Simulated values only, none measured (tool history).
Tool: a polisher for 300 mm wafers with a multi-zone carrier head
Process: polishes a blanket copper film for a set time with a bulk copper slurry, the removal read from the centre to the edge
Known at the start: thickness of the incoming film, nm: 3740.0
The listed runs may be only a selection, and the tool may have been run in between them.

run  hour  flow of slurry (ml/min)  pressure of the head's centre zone  pressure of the head's middle zone  pressure of the head's edge zone  abrasive content of the slurry  polishing time (s)  film removed at the wafer's centre (angstrom)  film removed at mid-radius (angstrom)  film removed at the wafer's edge (angstrom)
  1   0.0                      275                                1.00                                1.00                              1.00                            1.00                  65                                         7749.4                                 7893.7                                       7978.5
  2   7.5                      270                                0.95                                0.98                              0.98                            0.85                  61                                         6708.2                                 7069.2                                       6942.8
  3   9.0                      260                                0.91                                0.96                              1.00                            0.75                  58                                         5915.0                                 6286.0                                       6572.0
  4  16.6                      260                                0.91                                0.96                              1.00                            0.75                  52                                         5267.7                                 5756.8                                       5726.9
  5  25.3                      260                                0.91                                1.01                              1.00                            0.75                  52                                         5270.2                                 6078.5                                       5878.4
  6  33.9                      250                                0.89                                0.99                              1.00                            0.70                  52                                         5196.3                                 5709.6                                       5808.5
  7  37.4                      250                                0.87                                0.99                              1.00                            0.65                  52                                         4900.2                                 5568.7                                       5672.9
  8  39.0                      250                                0.87                                0.99                              1.00                            0.65                  52                                         4935.9                                 5721.8                                       5631.6
  9  44.1                      245                                0.86                                0.98                              1.00                            0.65                  52                                         4860.2                                 5649.5                                       5726.5

Predict the results of run 10:
 10  47.3                      245                                0.85                                0.97                              0.99                            0.65                  52                                              ?                                      ?                                            ?

Run 10 measured film removed at the wafer's centre (angstrom) 4714.5, film removed at mid-radius (angstrom) 5517.8, film removed at the wafer's edge (angstrom) 5607.9.
